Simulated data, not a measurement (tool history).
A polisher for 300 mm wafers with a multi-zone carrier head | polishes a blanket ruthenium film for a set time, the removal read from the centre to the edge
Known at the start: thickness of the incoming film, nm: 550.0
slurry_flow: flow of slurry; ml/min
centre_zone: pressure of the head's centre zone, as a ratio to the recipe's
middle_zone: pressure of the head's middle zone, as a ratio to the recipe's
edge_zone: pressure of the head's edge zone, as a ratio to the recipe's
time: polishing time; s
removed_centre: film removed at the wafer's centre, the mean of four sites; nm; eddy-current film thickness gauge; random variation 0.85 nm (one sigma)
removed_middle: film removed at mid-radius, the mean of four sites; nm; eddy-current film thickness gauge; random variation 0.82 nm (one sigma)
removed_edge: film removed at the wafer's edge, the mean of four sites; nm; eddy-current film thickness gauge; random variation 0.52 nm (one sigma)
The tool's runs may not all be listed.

run,hour,slurry_flow,centre_zone,middle_zone,edge_zone,time,removed_centre,removed_middle,removed_edge
1,0.0,180,1.00,1.00,1.00,89,95.135,96.257,97.032
2,3.5,165,0.95,0.95,0.98,82,82.937,84.808,86.873
3,9.5,165,1.02,0.95,0.98,82,90.365,83.759,88.363
4,18.3,210,1.02,0.95,0.98,82,92.988,85.631,89.576
5,22.5,200,0.96,0.91,0.98,77,80.245,78.191,84.522
6,23.1,200,0.96,0.91,1.02,77,80.305,78.333,85.661
7,24.8,195,0.92,0.88,1.00,74,74.338,75.297,81.115
8,29.5,190,0.90,0.86,1.01,71,69.438,69.498,77.608

Forecast run 9:
9,36.0,180,0.88,0.85,1.00,70,?,?,?

removed_centre: 65.818 nm
removed_middle: 66.529 nm
removed_edge: 75.646 nm
